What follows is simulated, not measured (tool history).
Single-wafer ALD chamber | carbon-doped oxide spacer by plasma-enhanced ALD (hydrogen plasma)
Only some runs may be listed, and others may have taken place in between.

run,day,heater temperature setpoint (deg C),number of ALD cycles (cycles),mean film thickness on the monitor wafer (angstrom)
1,0,415,489,274.67
2,0.375,417,448,251.76
3,0.504,419,418,234.23
4,0.808,419,378,211.31
5,1.171,420,371,205.51
6,1.567,420,406,224.51

For run 7, what comes out?
7,1.9,422,393,?

mean film thickness on the monitor wafer (angstrom): 216.82

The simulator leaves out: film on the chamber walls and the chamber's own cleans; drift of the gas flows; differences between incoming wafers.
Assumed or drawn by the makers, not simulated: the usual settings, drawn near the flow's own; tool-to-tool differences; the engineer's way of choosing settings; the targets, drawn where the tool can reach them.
